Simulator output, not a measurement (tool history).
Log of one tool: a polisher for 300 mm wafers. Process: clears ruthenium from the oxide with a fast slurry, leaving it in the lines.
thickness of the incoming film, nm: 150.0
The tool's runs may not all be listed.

run	hour	flow of slurry (ml/min)	pressure of the wafer on the pad (psi)	speed of the pad under the wafer (cm/s)	abrasive content of the slurry	overpolish time after the end point (s)	time until the end point was called (s)	dishing of a wide line in a test structure (Å)
1	0.0	305	3.1	128	1.00	21	25.124	785.60
2	5.6	305	3.2	128	1.00	22	24.514	839.70
3	10.7	305	3.2	108	1.00	22	28.713	729.62
4	12.3	305	3.2	108	0.85	22	30.116	712.31
5	15.4	305	3.3	108	0.85	22	29.536	735.17
6	21.9	305	3.3	134	0.85	22	23.665	832.35
7	29.8	305	3.4	134	0.85	23	23.173	893.25
8	35.2	305	3.5	134	0.85	23	22.676	895.67
9	44.0	305	3.6	134	0.85	23	22.228	889.30
10	48.1	305	3.6	134	0.85	24	22.155	933.02

Forecast run 11:
11	49.2	305	3.8	134	0.85	26	?	?

Run 11 gave time until the end point was called (s) 20.830, dishing of a wide line in a test structure (Å) 1011.80.
